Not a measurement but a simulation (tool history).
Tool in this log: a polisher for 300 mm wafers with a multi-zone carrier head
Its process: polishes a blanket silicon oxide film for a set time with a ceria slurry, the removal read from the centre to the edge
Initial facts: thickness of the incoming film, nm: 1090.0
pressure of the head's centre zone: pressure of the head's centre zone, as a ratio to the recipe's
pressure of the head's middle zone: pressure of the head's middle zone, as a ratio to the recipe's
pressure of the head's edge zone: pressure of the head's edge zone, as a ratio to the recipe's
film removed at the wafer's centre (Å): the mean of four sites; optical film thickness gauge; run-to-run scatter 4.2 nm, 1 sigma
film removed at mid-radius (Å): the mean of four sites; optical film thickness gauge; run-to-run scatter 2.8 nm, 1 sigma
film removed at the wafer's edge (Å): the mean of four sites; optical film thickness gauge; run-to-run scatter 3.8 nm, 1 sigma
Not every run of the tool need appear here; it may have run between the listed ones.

run,hour,flow of slurry (ml/min),pressure of the head's centre zone,pressure of the head's middle zone,pressure of the head's edge zone,polishing time (s),film removed at the wafer's centre (Å),film removed at mid-radius (Å),film removed at the wafer's edge (Å)
1,0.0,150,1.00,1.00,1.00,69,3027.6,3092.6,3015.2
2,8.8,150,1.00,1.00,1.00,62,2669.8,2824.5,2726.1
3,10.1,150,1.08,1.00,1.00,62,2855.0,2773.3,2730.9
4,13.6,175,1.08,1.00,1.00,62,2903.9,2884.9,2773.3
5,16.5,175,1.08,0.97,1.00,62,2964.1,2804.9,2693.3
6,20.8,175,1.08,0.97,0.94,62,2937.2,2787.0,2722.0
7,29.4,165,1.07,0.99,0.94,66,3090.7,3023.5,2850.3

Estimate the outcome of run 8 from the log above:
8,33.3,165,1.06,1.00,0.97,68,?,?,?

{"run 8": {"film removed at the wafer's centre (Å)": 3145.8, "film removed at mid-radius (Å)": 3126.4, "film removed at the wafer's edge (Å)": 2987.7}}
